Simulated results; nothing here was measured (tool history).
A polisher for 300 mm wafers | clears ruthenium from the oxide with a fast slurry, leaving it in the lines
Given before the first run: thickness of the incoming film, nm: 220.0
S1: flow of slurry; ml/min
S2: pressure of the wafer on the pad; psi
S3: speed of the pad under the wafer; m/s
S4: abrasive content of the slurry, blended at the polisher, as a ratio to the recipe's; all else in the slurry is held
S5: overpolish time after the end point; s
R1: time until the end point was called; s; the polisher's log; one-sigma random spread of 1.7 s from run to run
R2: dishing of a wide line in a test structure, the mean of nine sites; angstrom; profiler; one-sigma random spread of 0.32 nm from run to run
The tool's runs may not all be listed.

run,hour,S1,S2,S3,S4,S5,R1,R2
1,0.0,185,2.0,0.94,1.0,10,89.162,206.84
2,4.2,185,1.9,0.94,1.0,11,89.285,217.00
3,7.8,185,1.9,1.10,1.0,11,76.658,241.07
4,10.1,185,1.9,1.00,1.0,11,84.803,226.22
5,15.8,185,1.5,1.00,1.0,11,104.450,189.93
6,20.8,185,2.0,1.00,1.0,11,84.999,235.93
7,26.2,185,1.8,0.98,1.0,12,91.013,223.78
8,29.8,185,1.6,0.98,1.0,13,102.360,221.07

Predict the results of run 9:
# hour 35.2: head pressure recalibrated
9,35.2,185,1.6,0.98,1.0,13,?,?

Run 9 gave R1 91.657 s, R2 245.87 angstrom.

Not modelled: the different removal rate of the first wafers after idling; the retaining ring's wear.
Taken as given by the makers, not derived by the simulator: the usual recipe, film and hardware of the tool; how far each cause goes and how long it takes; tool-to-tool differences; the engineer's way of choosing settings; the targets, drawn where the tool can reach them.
